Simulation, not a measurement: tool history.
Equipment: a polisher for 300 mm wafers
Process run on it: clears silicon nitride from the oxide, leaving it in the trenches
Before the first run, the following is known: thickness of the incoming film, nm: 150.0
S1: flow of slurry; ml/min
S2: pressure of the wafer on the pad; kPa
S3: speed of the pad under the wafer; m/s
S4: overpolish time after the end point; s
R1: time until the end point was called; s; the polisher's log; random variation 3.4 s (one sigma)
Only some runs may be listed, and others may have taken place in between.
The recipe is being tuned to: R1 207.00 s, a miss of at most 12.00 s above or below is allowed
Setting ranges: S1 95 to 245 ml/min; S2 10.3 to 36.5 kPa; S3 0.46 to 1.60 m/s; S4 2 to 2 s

run  hour   S1    S2    S3  S4      R1
  1   0.0  155  23.4  1.02   2  148.59
  2   6.4  180  23.4  1.02   2  146.42
  3  12.7  180  22.1  1.02   2  144.74
  4  17.8  175  20.0  1.00   2  166.05
  5  24.4  175  22.1  1.00   2  150.18
  6  32.8  175  19.3  1.00   2  169.19
  7  36.0  170  18.6  1.00   2  175.66
  8  37.4  165  17.9  1.00   2  185.58
  9  45.5  160  17.9  1.00   2  184.12
 10  51.3  155  17.2  1.00   2  194.15

Pick the move, out of 5, that brings all results within their allowed miss; only one does.
  A  57.1  165  14.5  1.04   2   ?
  B  57.1  140  17.2  1.12   2   ?
  C  57.1  160  17.9  0.98   2   ?
  D  57.1  220  18.6  1.04   2   ?
  E  57.1  160  17.2  1.04   2   ?

move      R1
   A  207.53
   B  175.69
   C  185.31
   D  163.27
   E  182.11
A: all results in spec
B: its largest miss is bigger than the last run's
C: its largest miss is bigger than the last run's
D: its largest miss is bigger than the last run's
E: its largest miss is bigger than the last run's
The move that meets every target is A.
